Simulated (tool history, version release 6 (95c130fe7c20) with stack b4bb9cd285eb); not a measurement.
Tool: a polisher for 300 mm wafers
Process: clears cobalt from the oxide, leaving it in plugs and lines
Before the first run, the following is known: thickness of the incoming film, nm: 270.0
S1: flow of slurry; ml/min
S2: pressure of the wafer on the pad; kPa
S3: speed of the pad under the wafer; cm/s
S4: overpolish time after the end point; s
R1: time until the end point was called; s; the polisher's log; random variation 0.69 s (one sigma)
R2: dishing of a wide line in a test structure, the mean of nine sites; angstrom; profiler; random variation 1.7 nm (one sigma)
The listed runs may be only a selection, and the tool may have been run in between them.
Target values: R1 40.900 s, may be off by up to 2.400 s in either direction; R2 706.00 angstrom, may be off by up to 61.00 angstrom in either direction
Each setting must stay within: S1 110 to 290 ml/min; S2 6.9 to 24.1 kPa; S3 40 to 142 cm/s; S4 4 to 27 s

run 1 day=0.000 | S1=185 S2=15.2 S3=90 S4=14 | R1=56.961 R2=437.26
run 2 day=0.371 | S1=185 S2=15.2 S3=90 S4=11 | R1=57.407 R2=393.18
run 3 day=0.675 | S1=185 S2=15.9 S3=90 S4=12 | R1=55.108 R2=403.73
run 4 day=0.738 | S1=185 S2=13.8 S3=90 S4=12 | R1=65.330 R2=392.34
-- day=1.092 head pressure recalibrated
run 5 day=1.092 | S1=185 S2=14.5 S3=92 S4=13 | R1=55.725 R2=421.08
run 6 day=1.338 | S1=185 S2=14.5 S3=92 S4=17 | R1=57.377 R2=515.23
run 7 day=1.467 | S1=185 S2=15.2 S3=92 S4=17 | R1=53.158 R2=498.82
run 8 day=1.817 | S1=185 S2=15.2 S3=92 S4=18 | R1=54.300 R2=540.21

Which one of the following 5 next-run settings gets every result inside its allowed miss? There is exactly one.
run A day=2.167 | S1=185 S2=17.2 S3=106 S4=17 | R1=? R2=?
run B day=2.167 | S1=160 S2=15.2 S3=126 S4=24 | R1=? R2=?
run C day=2.167 | S1=170 S2=15.9 S3=74 S4=15 | R1=? R2=?
run D day=2.167 | S1=180 S2=17.9 S3=118 S4=19 | R1=? R2=?
run E day=2.167 | S1=190 S2=16.5 S3=98 S4=18 | R1=? R2=?

move=A R1=41.089 R2=632.06
move=B R1=40.274 R2=741.40
move=C R1=64.006 R2=448.69
move=D R1=35.774 R2=708.57
move=E R1=45.959 R2=614.71
A: meets the target for the result that was furthest off, but another lies outside its allowed miss
B: meets every target
C: lands further from the targets than the last run did
D: takes the result that was furthest off past its target
E: closes in on the targets versus the last run, not all within tolerance yet
So the answer is move B, the one that meets all the targets.
